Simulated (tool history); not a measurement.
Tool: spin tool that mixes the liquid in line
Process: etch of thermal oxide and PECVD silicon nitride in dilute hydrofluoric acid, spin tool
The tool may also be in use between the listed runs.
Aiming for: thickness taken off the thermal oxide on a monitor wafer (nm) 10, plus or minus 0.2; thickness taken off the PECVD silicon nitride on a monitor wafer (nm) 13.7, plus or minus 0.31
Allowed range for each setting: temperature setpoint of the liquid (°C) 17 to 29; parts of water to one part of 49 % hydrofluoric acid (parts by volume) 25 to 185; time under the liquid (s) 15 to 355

| run | hour | temperature setpoint of the liquid (°C) | parts of water to one part of 49 % hydrofluoric acid (parts by volume) | time under the liquid (s) | thickness taken off the thermal oxide on a monitor wafer (nm) | thickness taken off the PECVD silicon nitride on a monitor wafer (nm) |
|---|---|---|---|---|---|---|
| 1 | 0 | 21 | 105 | 180 | 6.3842 | 6.7324 |
| 2 | 4 | 22 | 105 | 180 | 6.642 | 7.2671 |
| 3 | 4.5 | 23 | 105 | 180 | 6.9135 | 7.7424 |
| 4 | 10.2 | 25.5 | 105 | 180 | 7.6619 | 9.1698 |
| 5 | 18.4 | 24 | 105 | 180 | 7.1839 | 8.3216 |
| 6 | 27.3 | 24.5 | 105 | 180 | 7.303 | 8.5861 |
| 7 | 30.5 | 25 | 105 | 180 | 7.499 | 8.8243 |
| 8 | 39.4 | 25 | 105 | 180 | 7.4768 | 8.8674 |
|  | 45.6 | thermometer replaced |
| 9 | 45.6 | 25.5 | 105 | 180 | 8.2938 | 10.58 |
| 10 | 48.9 | 25.5 | 105 | 180 | 8.3863 | 10.586 |
| 11 | 56.4 | 26.5 | 105 | 180 | 8.686 | 11.351 |
| 12 | 59.9 | 27.5 | 100 | 180 | 9.4962 | 12.724 |
| 13 | 67.2 | 28 | 100 | 180 | 9.7275 | 13.194 |

Of the 5 settings listed for the next run, only one would bring every result within its allowed miss of target. Which one?
| A | 74.5 | 27.5 | 70 | 130 | ? | ? |
| B | 74.5 | 29 | 135 | 240 | ? | ? |
| C | 74.5 | 26 | 110 | 220 | ? | ? |
| D | 74.5 | 27.5 | 90 | 160 | ? | ? |
| E | 74.5 | 28 | 110 | 205 | ? | ? |

| move | thickness taken off the thermal oxide on a monitor wafer (nm) | thickness taken off the PECVD silicon nitride on a monitor wafer (nm) |
|---|---|---|
| A | 10.263 | 13.133 |
| B | 9.526 | 13.835 |
| C | 9.8845 | 12.872 |
| D | 9.5577 | 12.591 |
| E | 9.9426 | 13.632 |
A: its largest miss is bigger than the last run's
B: gets the furthest-off result to its target, but another result is out of tolerance
C: its largest miss is bigger than the last run's
D: its largest miss is bigger than the last run's
E: every result within its allowed miss
The move that meets every target is E.

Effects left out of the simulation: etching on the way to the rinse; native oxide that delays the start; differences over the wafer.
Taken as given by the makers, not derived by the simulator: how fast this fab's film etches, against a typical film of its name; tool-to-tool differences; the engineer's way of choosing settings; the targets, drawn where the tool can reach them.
